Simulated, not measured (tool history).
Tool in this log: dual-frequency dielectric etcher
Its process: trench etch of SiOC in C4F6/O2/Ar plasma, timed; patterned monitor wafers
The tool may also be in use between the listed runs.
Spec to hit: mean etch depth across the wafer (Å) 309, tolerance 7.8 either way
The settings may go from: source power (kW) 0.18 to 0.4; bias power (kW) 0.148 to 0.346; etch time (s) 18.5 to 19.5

run  hour  source power (kW)  bias power (kW)  etch time (s)  mean etch depth across the wafer (Å)
  1     0               0.29            0.247           18.5                                349.76
  2   4.3               0.29            0.231           18.5                                338.63
  3   9.1               0.28            0.229           18.5                                337.17
  4  12.3               0.28            0.229           19.5                                356.58
  5  14.2               0.28            0.229           19.5                                 354.4
  6  15.5               0.28            0.229           18.5                                335.19
  7  16.7               0.27            0.227           18.5                                329.21
  8    24               0.27            0.227           18.5                                331.35
  9  32.8               0.26            0.225           18.5                                319.66

Next run, 5 choices. One meets every target within its allowed miss, the rest don't. Which?
  A  41.6               0.28            0.218           18.5                                     ?
  B  41.6               0.28            0.188           19.5                                     ?
  C  41.6               0.26            0.228             19                                     ?
  D  41.6               0.22            0.224             19                                     ?
  E  41.6               0.29            0.227             19                                     ?

move  mean etch depth across the wafer (Å)
   A                                 327.1
   B                                327.29
   C                                329.97
   D                                303.15
   E                                346.28
A: moves away from the targets compared with the last run
B: moves away from the targets compared with the last run
C: moves away from the targets compared with the last run
D: all results land within tolerance of their targets
E: moves away from the targets compared with the last run
The right move is D.

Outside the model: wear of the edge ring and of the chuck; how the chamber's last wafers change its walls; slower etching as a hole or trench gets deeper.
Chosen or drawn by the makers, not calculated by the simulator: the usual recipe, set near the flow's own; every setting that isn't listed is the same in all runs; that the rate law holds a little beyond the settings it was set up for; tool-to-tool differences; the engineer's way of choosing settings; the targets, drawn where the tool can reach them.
